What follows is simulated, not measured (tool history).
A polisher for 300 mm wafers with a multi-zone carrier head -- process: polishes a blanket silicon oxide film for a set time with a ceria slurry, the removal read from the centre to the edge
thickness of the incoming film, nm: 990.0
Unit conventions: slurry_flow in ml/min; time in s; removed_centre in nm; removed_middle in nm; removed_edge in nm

run 1 hour=0 | slurry_flow=190 centre_zone=1 middle_zone=1 edge_zone=1 time=55 | removed_centre=262.94 removed_middle=234.88 removed_edge=249.35
run 2 hour=1.5 | slurry_flow=185 centre_zone=0.98 middle_zone=1 edge_zone=0.98 time=54 | removed_centre=248.79 removed_middle=230.27 removed_edge=235.73
run 3 hour=6.4 | slurry_flow=180 centre_zone=0.96 middle_zone=0.98 edge_zone=0.97 time=54 | removed_centre=243.47 removed_middle=225.99 removed_edge=237.41
run 4 hour=9.8 | slurry_flow=180 centre_zone=0.96 middle_zone=0.89 edge_zone=0.97 time=54 | removed_centre=245.61 removed_middle=212.42 removed_edge=236.44
run 5 hour=11.1 | slurry_flow=180 centre_zone=1.05 middle_zone=0.89 edge_zone=0.97 time=54 | removed_centre=265.69 removed_middle=207.59 removed_edge=236.8
run 6 hour=12 | slurry_flow=155 centre_zone=1.05 middle_zone=0.89 edge_zone=0.97 time=54 | removed_centre=255.67 removed_middle=202.35 removed_edge=233.02
run 7 hour=14.2 | slurry_flow=150 centre_zone=1.03 middle_zone=0.89 edge_zone=0.96 time=53 | removed_centre=245.54 removed_middle=200.47 removed_edge=226.41
-- hour=16.5 centre zone pressure recalibrated
run 8 hour=16.5 | slurry_flow=145 centre_zone=1.01 middle_zone=0.89 edge_zone=0.95 time=52 | removed_centre=217.48 removed_middle=196.88 removed_edge=220.41
run 9 hour=19.6 | slurry_flow=145 centre_zone=1.01 middle_zone=0.89 edge_zone=0.94 time=51 | removed_centre=211.23 removed_middle=193.8 removed_edge=216.23
run 10 hour=27.7 | slurry_flow=150 centre_zone=1.01 middle_zone=0.89 edge_zone=0.93 time=50 | removed_centre=208.44 removed_middle=188.32 removed_edge=210.37
run 11 hour=31.5 | slurry_flow=150 centre_zone=1.01 middle_zone=0.9 edge_zone=0.92 time=50 | removed_centre=210.83 removed_middle=188.29 removed_edge=209.37
run 12 hour=40.4 | slurry_flow=150 centre_zone=1.01 middle_zone=0.91 edge_zone=0.91 time=50 | removed_centre=212.39 removed_middle=189.9 removed_edge=207.82
run 13 hour=47.8 | slurry_flow=150 centre_zone=1.01 middle_zone=0.91 edge_zone=0.9 time=50 | removed_centre=210.81 removed_middle=191.6 removed_edge=210.22

For run 14, what comes out?
run 14 hour=55.8 | slurry_flow=150 centre_zone=1.01 middle_zone=0.91 edge_zone=0.9 time=50 | removed_centre=? removed_middle=? removed_edge=?

{"run 14": {"removed_centre": 210.85, "removed_middle": 193.45, "removed_edge": 205.5}}
